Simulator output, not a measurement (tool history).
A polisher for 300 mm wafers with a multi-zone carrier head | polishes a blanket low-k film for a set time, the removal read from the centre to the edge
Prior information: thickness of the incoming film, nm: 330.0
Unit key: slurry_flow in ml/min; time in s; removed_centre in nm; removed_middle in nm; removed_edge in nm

| run | hour | slurry_flow | centre_zone | middle_zone | edge_zone | slurry_solids | time | removed_centre | removed_middle | removed_edge |
|---|---|---|---|---|---|---|---|---|---|---|
| 1 | 0 | 275 | 1 | 1 | 1 | 1 | 51 | 19.762 | 19.419 | 20.143 |
| 2 | 1.3 | 275 | 0.93 | 1 | 1 | 1 | 51 | 18.461 | 19.352 | 20.368 |
| 3 | 2.5 | 275 | 1.01 | 1 | 1 | 1 | 51 | 20.153 | 19.173 | 20.059 |
| 4 | 4.8 | 235 | 1.01 | 1 | 1 | 1 | 51 | 19.48 | 18.787 | 19.788 |
| 5 | 10.5 | 250 | 1 | 1.04 | 1.01 | 1.1 | 52 | 21.054 | 21.128 | 21.777 |
| 6 | 15 | 250 | 1 | 1.04 | 1.01 | 1.2 | 52 | 21.883 | 21.994 | 22.825 |
| 7 | 20.5 | 270 | 0.99 | 1.07 | 1 | 1.25 | 53 | 22.333 | 23.712 | 23.596 |
| 8 | 21.6 | 280 | 0.99 | 1.09 | 1 | 1.3 | 54 | 23.941 | 24.648 | 24.402 |
| 9 | 23.1 | 275 | 0.97 | 1.11 | 0.99 | 1.35 | 55 | 24.153 | 25.184 | 25.073 |
| 10 | 26.2 | 305 | 0.96 | 1.13 | 1.01 | 1.4 | 55 | 24.871 | 26.263 | 25.995 |
| 11 | 33.3 | 285 | 0.94 | 1.14 | 0.98 | 1.4 | 57 | 24.633 | 27.752 | 26.694 |
| 12 | 38.2 | 280 | 0.93 | 1.15 | 0.97 | 1.4 | 58 | 24.859 | 28.356 | 27.029 |
| 13 | 43.5 | 275 | 0.92 | 1.16 | 0.96 | 1.4 | 59 | 24.986 | 28.813 | 26.917 |
| 14 | 46.4 | 270 | 0.91 | 1.17 | 0.95 | 1.4 | 60 | 24.719 | 29.042 | 27.741 |
| 15 | 52 | 270 | 0.91 | 1.17 | 0.95 | 1.4 | 60 | 24.847 | 28.859 | 27.381 |

Run 16, settings as shown, results not yet in. Your forecast:
| 16 | 60.9 | 285 | 0.9 | 1.17 | 0.94 | 1.4 | 61 | ? | ? | ? |

removed_centre: 25.07 nm
removed_middle: 29.814 nm
removed_edge: 27.671 nm
